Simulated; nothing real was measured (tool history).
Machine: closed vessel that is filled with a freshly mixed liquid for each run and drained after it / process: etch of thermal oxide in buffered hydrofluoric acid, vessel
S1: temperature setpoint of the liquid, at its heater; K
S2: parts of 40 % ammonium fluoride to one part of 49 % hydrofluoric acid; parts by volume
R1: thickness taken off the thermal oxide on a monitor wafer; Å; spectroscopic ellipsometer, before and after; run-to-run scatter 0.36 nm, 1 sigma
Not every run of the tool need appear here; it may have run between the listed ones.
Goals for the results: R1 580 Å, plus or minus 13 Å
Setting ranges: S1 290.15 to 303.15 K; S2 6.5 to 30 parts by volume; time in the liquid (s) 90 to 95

Run 1, hour 0: S1 295.15 K, S2 18.5 parts by volume, time in the liquid (s) 90. Result: R1 507.86 Å.
Run 2, hour 3.2: S1 297.15 K, S2 18.5 parts by volume, time in the liquid (s) 90. Result: R1 556.31 Å.
Run 3, hour 5.9: S1 297.15 K, S2 18.5 parts by volume, time in the liquid (s) 90. Result: R1 565.78 Å.
Run 4, hour 9.8: S1 293.65 K, S2 18.5 parts by volume, time in the liquid (s) 90. Result: R1 459.14 Å.
Run 5, hour 19.1: S1 294.65 K, S2 18.5 parts by volume, time in the liquid (s) 90. Result: R1 489.82 Å.
Run 6, hour 19.9: S1 295.65 K, S2 18.5 parts by volume, time in the liquid (s) 90. Result: R1 516.84 Å.
Run 7, hour 25.7: S1 296.15 K, S2 18.5 parts by volume, time in the liquid (s) 90. Result: R1 531.12 Å.
Run 8, hour 34.4: S1 296.65 K, S2 18.5 parts by volume, time in the liquid (s) 90. Result: R1 543.93 Å.
Run 9, hour 39.4: S1 297.15 K, S2 18.5 parts by volume, time in the liquid (s) 90. Result: R1 562.07 Å.
Run 10, hour 48.6: S1 297.15 K, S2 18.5 parts by volume, time in the liquid (s) 90. Result: R1 559.8 Å.

4 candidate next runs follow, results not yet known. Just one meets every target within its allowed miss. Identify it.
Run A, hour 57.8: S1 297.15 K, S2 19 parts by volume, time in the liquid (s) 95. Result: R1 ?.
Run B, hour 57.8: S1 298.65 K, S2 21 parts by volume, time in the liquid (s) 90. Result: R1 ?.
Run C, hour 57.8: S1 298.15 K, S2 18 parts by volume, time in the liquid (s) 90. Result: R1 ?.
Run D, hour 57.8: S1 299.65 K, S2 22 parts by volume, time in the liquid (s) 90. Result: R1 ?.

move      R1
   A  579.66
   B  547.85
   C  611.67
   D  560.13
A: every result within its allowed miss
B: misses by more than the last run did
C: pushes the last run's worst result past its target
D: about as far from the targets as the last run
The move that meets every target is A.

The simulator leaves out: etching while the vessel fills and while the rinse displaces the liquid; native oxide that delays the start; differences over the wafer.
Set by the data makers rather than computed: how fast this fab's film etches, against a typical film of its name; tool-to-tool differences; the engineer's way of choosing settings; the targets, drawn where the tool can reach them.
